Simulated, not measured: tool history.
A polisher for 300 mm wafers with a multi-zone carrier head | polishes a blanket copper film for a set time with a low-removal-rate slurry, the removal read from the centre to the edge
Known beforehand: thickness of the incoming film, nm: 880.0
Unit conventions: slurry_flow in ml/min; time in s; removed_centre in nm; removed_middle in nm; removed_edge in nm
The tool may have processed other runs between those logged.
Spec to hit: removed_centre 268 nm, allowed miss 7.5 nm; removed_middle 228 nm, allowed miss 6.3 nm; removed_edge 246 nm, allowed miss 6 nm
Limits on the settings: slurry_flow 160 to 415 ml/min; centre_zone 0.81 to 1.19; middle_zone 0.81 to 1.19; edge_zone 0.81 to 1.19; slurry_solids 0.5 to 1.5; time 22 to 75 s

| run | hour | slurry_flow | centre_zone | middle_zone | edge_zone | slurry_solids | time | removed_centre | removed_middle | removed_edge |
|---|---|---|---|---|---|---|---|---|---|---|
| 1 | 0 | 265 | 1 | 1 | 1 | 1 | 48 | 194.32 | 192.19 | 190.21 |
| 2 | 6.7 | 325 | 1 | 1 | 1 | 1 | 48 | 198.06 | 195.6 | 193.79 |
| 3 | 14.4 | 330 | 1.02 | 1 | 1.03 | 1.1 | 48 | 204.46 | 200.75 | 199.84 |
| 4 | 18.7 | 275 | 1.02 | 1 | 1.03 | 1.1 | 48 | 200.14 | 199.32 | 196.29 |
| 5 | 24.1 | 285 | 1.05 | 0.98 | 1.05 | 1.15 | 49 | 212.31 | 200.14 | 207.7 |
| 6 | 26.4 | 285 | 1.05 | 1.04 | 1.05 | 1.15 | 49 | 209.71 | 210.88 | 205.49 |
| 7 | 29.2 | 295 | 1.07 | 1.03 | 1.06 | 1.2 | 49 | 214.14 | 212.21 | 210.41 |
| 8 | 31.1 | 335 | 1.17 | 0.94 | 1.07 | 1.45 | 53 | 267.48 | 225.03 | 242.43 |

Exactly one of the 4 candidate moves below puts every result within its allowed miss. Which one?
| A | 33 | 365 | 1.14 | 0.89 | 1.05 | 1.5 | 53 | ? | ? | ? |
| B | 33 | 320 | 1.18 | 0.92 | 1.05 | 1.45 | 56 | ? | ? | ? |
| C | 33 | 355 | 1.15 | 0.93 | 1.07 | 1.4 | 55 | ? | ? | ? |
| D | 33 | 325 | 1.16 | 0.87 | 1.08 | 1.4 | 55 | ? | ? | ? |

| move | removed_centre | removed_middle | removed_edge |
|---|---|---|---|
| A | 262.55 | 219.46 | 241.99 |
| B | 279.16 | 233.91 | 251.5 |
| C | 269.64 | 232.22 | 249.21 |
| D | 268.98 | 218.02 | 249.08 |
A: the worst result of the last run now meets its target, but another is out of spec
B: the worst result of the last run now meets its target, but another is out of spec
C: hits every target within its allowed miss
D: the worst result of the last run now meets its target, but another is out of spec
Go with C: it meets all targets.
